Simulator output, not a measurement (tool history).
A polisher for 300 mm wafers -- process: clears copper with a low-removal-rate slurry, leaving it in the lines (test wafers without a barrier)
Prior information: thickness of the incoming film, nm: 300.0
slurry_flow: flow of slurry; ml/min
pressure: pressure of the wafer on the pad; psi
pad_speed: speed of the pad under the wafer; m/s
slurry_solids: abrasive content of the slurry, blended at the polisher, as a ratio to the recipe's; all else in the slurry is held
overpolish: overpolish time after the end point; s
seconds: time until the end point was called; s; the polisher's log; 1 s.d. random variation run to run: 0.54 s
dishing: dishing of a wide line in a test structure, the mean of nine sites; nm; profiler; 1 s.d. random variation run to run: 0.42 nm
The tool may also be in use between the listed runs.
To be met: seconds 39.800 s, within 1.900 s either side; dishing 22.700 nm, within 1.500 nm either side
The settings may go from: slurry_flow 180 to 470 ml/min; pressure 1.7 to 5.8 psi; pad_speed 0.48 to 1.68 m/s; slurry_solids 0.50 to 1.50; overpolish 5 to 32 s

run,hour,slurry_flow,pressure,pad_speed,slurry_solids,overpolish,seconds,dishing
1,0.0,300,3.7,1.08,1.00,16,80.733,30.354
2,5.8,300,3.9,1.10,1.00,15,76.674,29.555
3,11.5,300,3.6,1.10,1.00,15,82.647,28.354
4,15.8,295,3.8,1.14,0.95,14,75.969,29.276
5,16.7,320,4.1,1.12,1.00,13,70.482,28.651
6,24.3,340,4.3,1.12,1.05,12,65.417,29.053
7,33.2,355,4.5,1.12,1.10,11,61.800,28.434
8,35.9,440,5.5,1.08,1.35,5,49.320,18.763
9,44.5,440,5.5,1.10,1.35,5,48.724,19.031
10,47.7,440,5.5,1.10,1.35,5,48.621,19.057
11,50.5,440,5.5,1.12,1.35,5,47.634,19.875
12,59.3,440,5.5,1.14,1.35,5,46.605,20.301
13,59.9,440,5.5,1.16,1.35,5,46.263,20.214
14,63.9,440,5.8,1.24,1.35,6,41.129,25.315
15,68.3,440,5.8,1.24,1.35,6,40.597,24.954

Which single option among these 5 for the next run brings every result within its allowed miss of target? Just one does.
A,72.7,470,5.8,1.24,1.40,5,?,?
B,72.7,470,5.8,1.30,1.25,6,?,?
C,72.7,455,5.4,1.16,1.50,5,?,?
D,72.7,455,5.5,1.18,1.25,5,?,?
E,72.7,420,5.8,1.18,1.00,6,?,?

move,seconds,dishing
A,40.156,22.965
B,39.538,26.444
C,45.204,20.988
D,45.861,20.763
E,46.520,23.565
A: every result lands within tolerance
B: the biggest miss grows against the last run
C: takes the result that was furthest off past its target
D: takes the result that was furthest off past its target
E: puts the biggest miss on target and leaves a different result outside tolerance
A meets every target.
